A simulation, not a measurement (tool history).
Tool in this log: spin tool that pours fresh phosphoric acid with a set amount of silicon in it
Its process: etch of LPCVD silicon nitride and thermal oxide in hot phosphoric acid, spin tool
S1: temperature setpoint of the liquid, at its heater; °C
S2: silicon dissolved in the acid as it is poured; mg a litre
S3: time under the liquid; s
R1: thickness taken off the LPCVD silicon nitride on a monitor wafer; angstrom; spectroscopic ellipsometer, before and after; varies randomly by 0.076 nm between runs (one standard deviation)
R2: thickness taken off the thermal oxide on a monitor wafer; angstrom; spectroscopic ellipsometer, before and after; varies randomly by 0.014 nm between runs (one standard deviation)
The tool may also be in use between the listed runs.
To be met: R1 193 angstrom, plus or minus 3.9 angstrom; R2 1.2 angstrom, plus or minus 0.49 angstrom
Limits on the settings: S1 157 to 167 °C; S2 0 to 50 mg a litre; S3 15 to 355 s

run	day	S1	S2	S3	R1	R2
1	0	162	24	180	156.47	2.5914
2	0.262	163	30.5	185	166.96	2.2935
3	0.392	163	41.5	185	166.31	1.4782
4	0.5	163.5	43.5	185	170.56	1.0273
5	0.567	164	42	185	173.39	1.3738
6	0.667	164	42	225	208.94	1.3565
7	0.729	163.5	42.5	225	206.18	1.4001
8	0.812	163	43	225	203.48	1.2328
9	1.162	162.5	42.5	225	200.51	1.3532
10	1.438	162.5	43	225	201.08	1.2547
# day 1.667: heated supply line repaired
11	1.667	162	43	225	208.89	1.367
12	1.962	162	43.5	220	203.75	1.3514
13	2.05	162	44	215	200.7	1.5815
14	2.417	162.5	44	215	202.17	1.1342
15	2.542	162.5	43.5	215	201.99	1.1777

Which of these 4 next moves meets every target?
A	2.667	162.5	40	215	?	?
B	2.667	165	50	190	?	?
C	2.667	162.5	50	215	?	?
D	2.667	162.5	50	230	?	?

move	R1	R2
A	202.88	1.8989
B	194.71	1.4025
C	202.88	1.3229
D	217.03	1.4152
A: the biggest miss grows against the last run
B: every result within its allowed miss
C: the biggest miss grows against the last run
D: the biggest miss grows against the last run
The right move is B.
